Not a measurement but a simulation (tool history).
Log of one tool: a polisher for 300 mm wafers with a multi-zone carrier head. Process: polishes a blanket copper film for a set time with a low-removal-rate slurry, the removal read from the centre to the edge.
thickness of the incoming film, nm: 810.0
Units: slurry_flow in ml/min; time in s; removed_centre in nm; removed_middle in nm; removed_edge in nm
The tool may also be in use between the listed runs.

| run | hour | slurry_flow | centre_zone | middle_zone | edge_zone | slurry_solids | time | removed_centre | removed_middle | removed_edge |
|---|---|---|---|---|---|---|---|---|---|---|
| 1 | 0.0 | 135 | 1.00 | 1.00 | 1.00 | 1.00 | 54 | 93.905 | 94.569 | 98.319 |
| 2 | 1.8 | 135 | 0.99 | 0.99 | 0.99 | 0.95 | 53 | 91.030 | 91.764 | 96.513 |
| 3 | 4.1 | 135 | 0.98 | 0.99 | 0.98 | 0.90 | 52 | 87.802 | 88.680 | 92.798 |
| 4 | 12.8 | 135 | 0.98 | 0.99 | 0.91 | 0.90 | 52 | 87.636 | 88.544 | 91.554 |
| 5 | 20.5 | 135 | 0.97 | 0.99 | 0.91 | 0.85 | 51 | 82.701 | 85.933 | 87.672 |
| 6 | 29.4 | 135 | 0.97 | 0.99 | 0.91 | 0.85 | 44 | 73.760 | 75.566 | 76.192 |
| 7 | 37.5 | 130 | 0.96 | 0.99 | 0.91 | 0.85 | 44 | 70.563 | 74.032 | 74.755 |
| 8 | 40.8 | 125 | 0.96 | 0.99 | 0.91 | 0.85 | 44 | 71.823 | 72.986 | 74.177 |
| 9 | 41.8 | 120 | 0.95 | 0.99 | 0.91 | 0.85 | 44 | 67.596 | 71.939 | 76.047 |

The next listed run, before its measurement:
| 10 | 43.2 | 120 | 0.95 | 0.99 | 0.91 | 0.80 | 44 | ? | ? | ? |

{"run 10": {"removed_centre": 68.251, "removed_middle": 72.275, "removed_edge": 74.781}}
